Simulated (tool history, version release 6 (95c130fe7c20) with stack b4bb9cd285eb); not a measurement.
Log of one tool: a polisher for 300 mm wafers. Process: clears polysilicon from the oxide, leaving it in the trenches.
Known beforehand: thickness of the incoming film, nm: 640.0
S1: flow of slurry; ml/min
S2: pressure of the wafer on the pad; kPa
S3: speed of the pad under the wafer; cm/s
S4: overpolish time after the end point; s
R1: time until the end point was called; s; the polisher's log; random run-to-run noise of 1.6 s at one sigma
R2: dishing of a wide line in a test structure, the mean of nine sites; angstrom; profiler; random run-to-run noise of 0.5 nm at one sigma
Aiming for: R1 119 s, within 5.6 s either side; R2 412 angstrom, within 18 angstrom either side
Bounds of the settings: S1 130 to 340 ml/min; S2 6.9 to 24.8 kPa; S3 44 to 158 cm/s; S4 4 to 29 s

run,hour,S1,S2,S3,S4,R1,R2
1,0,220,15.9,100,15,50.311,441.14
2,5.9,220,13.8,94,14,60.557,417.42
3,11.5,215,13.1,88,17,68.512,430.92
4,13.8,215,13.1,102,17,57.809,427.37
5,21.9,265,13.1,102,17,59.406,437.88
6,29.2,315,13.1,102,17,56.149,432.39
7,29.8,290,9,74,11,113.1,340.96
8,33.7,285,9,74,14,113.8,379.43
9,39.6,285,9,74,14,113.15,375.86
10,46.7,285,9,74,15,112.1,376.81
11,50.5,285,9,74,16,111.94,388.54
12,51.8,285,9,74,17,111.12,404.98
13,59.3,285,8.3,74,18,118.05,392.6

Pick the move, out of 5, that brings all results within their allowed miss; only one does.
A,66.8,295,8.3,68,22,?,?
B,66.8,260,9,62,23,?,?
C,66.8,270,8.3,76,22,?,?
D,66.8,310,11,58,13,?,?
E,66.8,290,9,64,15,?,?

move,R1,R2
A,131.03,406.01
B,134.2,407.64
C,119.04,413.13
D,115.13,363.83
E,128.8,367.79
A: the worst result of the last run now meets its target, but another is out of spec
B: the worst result of the last run now meets its target, but another is out of spec
C: meets every target
D: its largest miss is bigger than the last run's
E: its largest miss is bigger than the last run's
C meets every target.

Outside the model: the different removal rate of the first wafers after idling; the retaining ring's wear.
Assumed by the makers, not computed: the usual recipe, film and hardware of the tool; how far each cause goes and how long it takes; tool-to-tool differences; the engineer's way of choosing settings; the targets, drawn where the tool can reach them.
